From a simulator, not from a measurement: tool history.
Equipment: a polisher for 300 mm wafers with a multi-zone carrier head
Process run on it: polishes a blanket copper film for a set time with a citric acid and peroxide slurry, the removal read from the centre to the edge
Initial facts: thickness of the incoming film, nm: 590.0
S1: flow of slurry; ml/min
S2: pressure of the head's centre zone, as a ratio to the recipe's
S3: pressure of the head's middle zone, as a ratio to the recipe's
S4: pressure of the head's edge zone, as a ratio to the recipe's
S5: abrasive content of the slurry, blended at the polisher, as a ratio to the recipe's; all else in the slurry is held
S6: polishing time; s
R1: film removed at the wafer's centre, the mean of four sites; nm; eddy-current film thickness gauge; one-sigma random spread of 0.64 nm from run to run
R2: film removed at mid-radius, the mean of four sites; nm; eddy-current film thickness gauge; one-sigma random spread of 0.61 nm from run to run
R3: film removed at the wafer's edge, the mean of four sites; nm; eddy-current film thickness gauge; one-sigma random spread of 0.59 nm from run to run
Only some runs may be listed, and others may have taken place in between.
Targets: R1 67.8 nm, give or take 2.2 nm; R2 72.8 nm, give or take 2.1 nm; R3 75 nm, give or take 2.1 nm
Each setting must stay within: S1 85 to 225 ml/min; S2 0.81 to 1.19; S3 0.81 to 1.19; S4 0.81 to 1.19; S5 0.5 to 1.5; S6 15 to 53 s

{"run": 1, "hour": 0.0, "S1": 145, "S2": 1, "S3": 1, "S4": 1, "S5": 1, "S6": 34, "R1": 114.25, "R2": 115.97, "R3": 118.51}
{"run": 2, "hour": 1.7, "S1": 145, "S2": 1, "S3": 0.97, "S4": 1, "S5": 1, "S6": 34, "R1": 113.51, "R2": 113.29, "R3": 119.3}
{"run": 3, "hour": 9.1, "S1": 135, "S2": 0.97, "S3": 0.96, "S4": 0.95, "S5": 0.85, "S6": 31, "R1": 94.169, "R2": 97.595, "R3": 100.52}
{"run": 4, "hour": 12.0, "S1": 135, "S2": 0.97, "S3": 0.96, "S4": 0.95, "S5": 0.85, "S6": 35, "R1": 107.27, "R2": 108.29, "R3": 112.58}
{"run": 5, "hour": 16.7, "S1": 135, "S2": 0.97, "S3": 0.96, "S4": 0.87, "S5": 0.85, "S6": 35, "R1": 106.14, "R2": 108.31, "R3": 107.77}
{"run": 6, "hour": 20.0, "S1": 125, "S2": 0.94, "S3": 0.94, "S4": 0.85, "S5": 0.75, "S6": 33, "R1": 93.284, "R2": 97.861, "R3": 97.09}
{"run": 7, "hour": 23.9, "S1": 115, "S2": 0.92, "S3": 0.91, "S4": 0.84, "S5": 0.65, "S6": 31, "R1": 79.288, "R2": 86.56, "R3": 86.915}
{"run": 8, "hour": 31.2, "S1": 110, "S2": 0.92, "S3": 0.89, "S4": 0.83, "S5": 0.6, "S6": 30, "R1": 75.795, "R2": 78.826, "R3": 81.494}
{"run": 9, "hour": 39.3, "S1": 105, "S2": 0.91, "S3": 0.89, "S4": 0.82, "S5": 0.55, "S6": 30, "R1": 71.484, "R2": 76.391, "R3": 78.535}
{"run": 10, "hour": 43.0, "S1": 100, "S2": 0.91, "S3": 0.89, "S4": 0.82, "S5": 0.55, "S6": 30, "R1": 71.127, "R2": 76.208, "R3": 76.861}

Pick the move, out of 5, that brings all results within their allowed miss; only one does.
{"run": "A", "hour": 46.7, "S1": 145, "S2": 0.83, "S3": 0.85, "S4": 0.91, "S5": 0.6, "S6": 27, "R1": "?", "R2": "?", "R3": "?"}
{"run": "B", "hour": 46.7, "S1": 120, "S2": 0.85, "S3": 0.85, "S4": 0.91, "S5": 0.75, "S6": 27, "R1": "?", "R2": "?", "R3": "?"}
{"run": "C", "hour": 46.7, "S1": 90, "S2": 1, "S3": 0.87, "S4": 0.83, "S5": 0.6, "S6": 30, "R1": "?", "R2": "?", "R3": "?"}
{"run": "D", "hour": 46.7, "S1": 105, "S2": 0.98, "S3": 0.99, "S4": 0.81, "S5": 0.5, "S6": 29, "R1": "?", "R2": "?", "R3": "?"}
{"run": "E", "hour": 46.7, "S1": 100, "S2": 0.92, "S3": 0.91, "S4": 0.85, "S5": 0.75, "S6": 27, "R1": "?", "R2": "?", "R3": "?"}

move=A R1=65.542 R2=74.088 R3=81.008
move=B R1=66.98 R2=74.364 R3=82.425
move=C R1=74.999 R2=72.68 R3=78.537
move=D R1=72.665 R2=77.417 R3=74.688
move=E R1=68.141 R2=73.476 R3=76.927
A: the worst result of the last run now meets its target, but another is out of spec
B: the worst result of the last run now meets its target, but another is out of spec
C: the worst result of the last run now meets its target, but another is out of spec
D: lands further from the targets than the last run did
E: all results land within tolerance of their targets
E is the move that brings every result within its allowed miss.

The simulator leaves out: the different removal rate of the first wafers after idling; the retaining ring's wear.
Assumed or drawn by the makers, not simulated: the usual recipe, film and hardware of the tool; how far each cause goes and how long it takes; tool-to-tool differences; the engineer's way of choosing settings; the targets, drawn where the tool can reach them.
